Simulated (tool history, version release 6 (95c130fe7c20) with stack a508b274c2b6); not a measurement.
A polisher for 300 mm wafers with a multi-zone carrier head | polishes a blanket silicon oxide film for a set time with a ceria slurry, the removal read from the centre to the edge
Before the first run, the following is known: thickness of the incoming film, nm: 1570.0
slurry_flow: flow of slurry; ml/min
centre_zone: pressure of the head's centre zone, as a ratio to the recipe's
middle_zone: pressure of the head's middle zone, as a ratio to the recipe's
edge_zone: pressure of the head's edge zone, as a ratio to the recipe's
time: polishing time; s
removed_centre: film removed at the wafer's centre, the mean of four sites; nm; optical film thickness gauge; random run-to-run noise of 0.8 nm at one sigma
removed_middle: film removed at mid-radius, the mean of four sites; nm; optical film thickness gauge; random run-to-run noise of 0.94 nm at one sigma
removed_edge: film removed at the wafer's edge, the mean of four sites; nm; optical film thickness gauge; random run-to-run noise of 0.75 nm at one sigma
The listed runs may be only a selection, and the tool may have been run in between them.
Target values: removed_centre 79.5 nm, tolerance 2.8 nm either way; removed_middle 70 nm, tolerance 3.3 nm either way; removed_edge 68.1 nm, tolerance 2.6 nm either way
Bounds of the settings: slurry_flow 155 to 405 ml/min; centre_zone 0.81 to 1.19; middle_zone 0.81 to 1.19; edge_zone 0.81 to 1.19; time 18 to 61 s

| run | hour | slurry_flow | centre_zone | middle_zone | edge_zone | time | removed_centre | removed_middle | removed_edge |
|---|---|---|---|---|---|---|---|---|---|
| 1 | 0 | 260 | 1 | 1 | 1 | 39 | 130.96 | 129.87 | 125.3 |
| 2 | 6.9 | 260 | 1.01 | 0.98 | 0.97 | 33 | 113.34 | 105.63 | 101.54 |
| 3 | 15.6 | 260 | 1.01 | 0.98 | 0.97 | 30 | 100.79 | 99.709 | 94.34 |
| 4 | 16.1 | 310 | 1.01 | 0.98 | 0.97 | 30 | 104.55 | 98.822 | 94.59 |
| 5 | 24.9 | 310 | 1.04 | 0.98 | 0.97 | 30 | 107.69 | 101.12 | 95.524 |
| 6 | 33.3 | 310 | 0.96 | 0.98 | 0.97 | 30 | 99.158 | 97.762 | 96.69 |
| 7 | 38.6 | 310 | 0.96 | 0.96 | 0.93 | 28 | 90.776 | 93.241 | 89.431 |
| 8 | 45.4 | 290 | 1.06 | 0.86 | 0.85 | 18 | 66.075 | 54.531 | 55.264 |
| 9 | 50.7 | 295 | 1.07 | 0.89 | 0.89 | 18 | 64.818 | 54.135 | 54.651 |
| 10 | 57.3 | 300 | 1.07 | 0.91 | 0.91 | 19 | 69.69 | 58.348 | 58.647 |
|  | 64.2 | edge zone pressure recalibrated |
| 11 | 64.2 | 310 | 1.07 | 0.94 | 0.94 | 19 | 69.652 | 60.986 | 61.259 |
| 12 | 70.9 | 320 | 1.08 | 0.96 | 0.95 | 19 | 70.474 | 63.43 | 61.919 |
| 13 | 77.8 | 325 | 1.09 | 0.97 | 0.97 | 19 | 73.44 | 62.749 | 62.069 |
| 14 | 82.5 | 325 | 1.09 | 0.97 | 0.97 | 19 | 71.393 | 63.958 | 62.214 |
| 15 | 86.1 | 330 | 1.1 | 0.98 | 0.99 | 19 | 72.158 | 63.762 | 62.684 |
| 16 | 89.8 | 335 | 1.11 | 0.99 | 1 | 19 | 71.712 | 64.552 | 62.21 |

Next run, 5 choices. One meets every target within its allowed miss, the rest don't. Which?
| A | 93.5 | 335 | 1.1 | 0.96 | 0.96 | 21 | ? | ? | ? |
| B | 93.5 | 330 | 1.18 | 0.92 | 1 | 18 | ? | ? | ? |
| C | 93.5 | 365 | 0.93 | 1.19 | 0.84 | 19 | ? | ? | ? |
| D | 93.5 | 325 | 0.9 | 1.07 | 1.14 | 20 | ? | ? | ? |
| E | 93.5 | 350 | 1 | 0.88 | 1.19 | 18 | ? | ? | ? |

| move | removed_centre | removed_middle | removed_edge |
|---|---|---|---|
| A | 79.893 | 69.287 | 69.787 |
| B | 73.374 | 57.663 | 60.963 |
| C | 61.587 | 73.137 | 59.567 |
| D | 62.017 | 70.824 | 72.123 |
| E | 62.434 | 56.356 | 66.829 |
A: all results land within tolerance of their targets
B: lands further from the targets than the last run did
C: lands further from the targets than the last run did
D: lands further from the targets than the last run did
E: lands further from the targets than the last run did
Move A is the one to make.
